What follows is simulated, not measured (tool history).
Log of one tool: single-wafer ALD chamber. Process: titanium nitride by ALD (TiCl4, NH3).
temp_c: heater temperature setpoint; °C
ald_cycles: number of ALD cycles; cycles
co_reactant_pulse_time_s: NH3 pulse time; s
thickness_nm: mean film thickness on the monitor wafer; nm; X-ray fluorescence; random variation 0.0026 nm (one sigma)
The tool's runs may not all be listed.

Run 1, hour 0.0: temp_c 390 °C, ald_cycles 32 cycles, co_reactant_pulse_time_s 1.68 s. Result: thickness_nm 0.72135 nm.
Run 2, hour 3.6: temp_c 385 °C, ald_cycles 32 cycles, co_reactant_pulse_time_s 1.44 s. Result: thickness_nm 0.70673 nm.
Run 3, hour 5.3: temp_c 385 °C, ald_cycles 32 cycles, co_reactant_pulse_time_s 1.81 s. Result: thickness_nm 0.72227 nm.
Run 4, hour 12.9: temp_c 383 °C, ald_cycles 32 cycles, co_reactant_pulse_time_s 1.60 s. Result: thickness_nm 0.71099 nm.
Run 5, hour 21.2: temp_c 372 °C, ald_cycles 32 cycles, co_reactant_pulse_time_s 1.60 s. Result: thickness_nm 0.70127 nm.
Run 6, hour 25.1: temp_c 372 °C, ald_cycles 32 cycles, co_reactant_pulse_time_s 2.03 s. Result: thickness_nm 0.71431 nm.

Run 7 comes next. What will it give?
Run 7, hour 26.8: temp_c 372 °C, ald_cycles 32 cycles, co_reactant_pulse_time_s 2.03 s. Result: thickness_nm ?.

{"run 7": {"thickness_nm": 0.71654}}
